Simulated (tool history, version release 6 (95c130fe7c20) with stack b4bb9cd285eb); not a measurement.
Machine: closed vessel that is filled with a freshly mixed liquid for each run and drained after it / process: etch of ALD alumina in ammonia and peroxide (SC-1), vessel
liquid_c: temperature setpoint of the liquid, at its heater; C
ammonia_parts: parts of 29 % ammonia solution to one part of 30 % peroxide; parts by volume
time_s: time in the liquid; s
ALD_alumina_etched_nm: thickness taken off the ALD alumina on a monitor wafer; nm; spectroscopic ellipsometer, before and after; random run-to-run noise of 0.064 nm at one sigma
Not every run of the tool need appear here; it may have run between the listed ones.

run,day,liquid_c,ammonia_parts,time_s,ALD_alumina_etched_nm
1,0,52,0.95,85,6.4428
2,0.208,52,1.1,85,6.4577
3,0.446,48,1.1,85,5.2142
4,0.471,42.5,1.1,85,3.8246
5,0.512,45.5,1.1,85,4.5509
6,0.829,38.5,1.1,85,3.0229

What does the tool deliver on the next run?
7,1.171,40.5,1.1,85,?

ALD_alumina_etched_nm: 3.4092 nm
